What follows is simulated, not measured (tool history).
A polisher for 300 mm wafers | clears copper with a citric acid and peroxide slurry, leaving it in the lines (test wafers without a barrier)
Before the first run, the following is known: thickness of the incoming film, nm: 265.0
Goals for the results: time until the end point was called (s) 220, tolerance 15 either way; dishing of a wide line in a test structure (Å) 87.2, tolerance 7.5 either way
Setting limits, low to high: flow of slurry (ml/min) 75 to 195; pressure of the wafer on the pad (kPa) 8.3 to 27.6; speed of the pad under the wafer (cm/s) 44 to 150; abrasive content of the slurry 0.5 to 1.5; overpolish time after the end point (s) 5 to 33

run,hour,flow of slurry (ml/min),pressure of the wafer on the pad (kPa),speed of the pad under the wafer (cm/s),abrasive content of the slurry,overpolish time after the end point (s),time until the end point was called (s),dishing of a wide line in a test structure (Å)
1,0,125,17.9,96,1,17,128.05,261.18
2,1.5,125,20,96,1,17,120.89,277.73
3,2.7,125,17.2,96,1,17,136.75,261.57
4,6.9,125,17.2,84,1,14,153.05,181.01
5,12.2,125,17.2,84,0.85,14,163.21,188.04
6,13.8,130,15.2,82,0.95,12,170.66,141.29
7,19.7,130,13.8,80,0.95,11,188.54,122.72
8,24,130,13.1,80,0.95,10,204.69,107.57
9,31.9,130,13.1,80,0.95,10,191.26,102.61
10,36.3,130,13.1,80,0.95,10,198.14,104.98
11,42.4,125,11,80,0.95,8,221.46,76.358
12,49.4,130,11.7,78,0.95,10,212.89,94.053

Exactly one of the 4 candidate moves below puts every result within its allowed miss. Which one?
A,56.4,105,13.8,68,0.95,12,?,?
B,56.4,135,10.3,86,1,9,?,?
C,56.4,150,13.1,74,0.9,11,?,?
D,56.4,135,12.4,76,0.95,11,?,?

move,time until the end point was called (s),dishing of a wide line in a test structure (Å)
A,231.43,111.83
B,213.31,91.316
C,208.6,113.57
D,213.55,110.96
A: the biggest miss grows against the last run
B: hits every target within its allowed miss
C: the biggest miss grows against the last run
D: the biggest miss grows against the last run
The right move is B.

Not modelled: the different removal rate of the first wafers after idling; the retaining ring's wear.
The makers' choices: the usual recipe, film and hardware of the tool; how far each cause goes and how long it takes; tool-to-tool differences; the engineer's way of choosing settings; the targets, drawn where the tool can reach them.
